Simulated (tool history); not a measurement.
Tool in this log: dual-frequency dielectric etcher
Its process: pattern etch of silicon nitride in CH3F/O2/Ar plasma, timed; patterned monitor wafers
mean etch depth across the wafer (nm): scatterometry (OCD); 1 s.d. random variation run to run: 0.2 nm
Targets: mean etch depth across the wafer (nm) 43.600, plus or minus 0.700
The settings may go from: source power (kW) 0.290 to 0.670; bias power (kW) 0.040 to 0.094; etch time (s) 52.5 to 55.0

run	day	source power (kW)	bias power (kW)	etch time (s)	mean etch depth across the wafer (nm)
1	0.000	0.480	0.067	52.5	40.612
2	0.162	0.490	0.067	52.5	41.055
3	0.508	0.500	0.067	52.5	41.271
4	0.654	0.450	0.067	52.5	39.682
5	0.842	0.460	0.067	52.5	40.039
6	1.167	0.470	0.067	52.5	40.453
7	1.250	0.480	0.067	52.5	40.748
8	1.358	0.490	0.067	52.5	41.228

Which single option among these 4 for the next run brings every result within its allowed miss of target? Just one does.
A	1.467	0.390	0.073	52.5	?
B	1.467	0.480	0.078	52.5	?
C	1.467	0.490	0.069	55.0	?
D	1.467	0.470	0.074	53.0	?

move	mean etch depth across the wafer (nm)
A	38.331
B	42.365
C	43.242
D	41.792
A: further off than the last run
B: closes in on the targets versus the last run, not all within tolerance yet
C: every result within its allowed miss
D: closes in on the targets versus the last run, not all within tolerance yet
C is the move that brings every result within its allowed miss.
